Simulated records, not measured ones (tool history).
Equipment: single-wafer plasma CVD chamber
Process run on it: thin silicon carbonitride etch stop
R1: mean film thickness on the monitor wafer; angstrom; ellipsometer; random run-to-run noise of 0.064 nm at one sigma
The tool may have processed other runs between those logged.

Run 1, day 0.000: RF power (W) 230, deposition time (s) 23.5. Result: R1 142.83 angstrom.
Run 2, day 0.275: RF power (W) 245, deposition time (s) 24.6. Result: R1 152.67 angstrom.
Run 3, day 0.367: RF power (W) 255, deposition time (s) 25.4. Result: R1 159.43 angstrom.
Run 4, day 0.729: RF power (W) 285, deposition time (s) 25.4. Result: R1 166.29 angstrom.
Run 5, day 0.779: RF power (W) 255, deposition time (s) 25.4. Result: R1 158.97 angstrom.
Run 6, day 1.121: RF power (W) 240, deposition time (s) 25.4. Result: R1 156.48 angstrom.

Predict the results of run 7:
Run 7, day 1.388: RF power (W) 250, deposition time (s) 26.1. Result: R1 ?.

{"run 7": {"R1": 163.02}}

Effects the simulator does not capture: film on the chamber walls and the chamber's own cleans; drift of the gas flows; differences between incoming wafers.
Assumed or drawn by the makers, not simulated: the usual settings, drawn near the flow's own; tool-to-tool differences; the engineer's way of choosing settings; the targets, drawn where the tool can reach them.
